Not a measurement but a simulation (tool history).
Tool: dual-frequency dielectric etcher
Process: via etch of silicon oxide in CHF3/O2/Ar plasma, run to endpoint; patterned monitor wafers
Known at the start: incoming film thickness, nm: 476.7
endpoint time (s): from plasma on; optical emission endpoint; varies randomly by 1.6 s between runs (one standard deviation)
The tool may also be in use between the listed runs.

run 1 hour=0 | source_power_(W)=590 bias_power_(W)=197 | endpoint_time_(s)=223.76
run 2 hour=5.1 | source_power_(W)=590 bias_power_(W)=225 | endpoint_time_(s)=214.65
run 3 hour=13.5 | source_power_(W)=620 bias_power_(W)=229 | endpoint_time_(s)=207.57
run 4 hour=15 | source_power_(W)=620 bias_power_(W)=199 | endpoint_time_(s)=218.6
run 5 hour=18.7 | source_power_(W)=620 bias_power_(W)=225 | endpoint_time_(s)=206.96
run 6 hour=21.9 | source_power_(W)=510 bias_power_(W)=225 | endpoint_time_(s)=222.48
run 7 hour=28.6 | source_power_(W)=560 bias_power_(W)=232 | endpoint_time_(s)=213.73

What does the tool deliver on the next run?
run 8 hour=36.4 | source_power_(W)=590 bias_power_(W)=236 | endpoint_time_(s)=?

endpoint time (s): 210.11
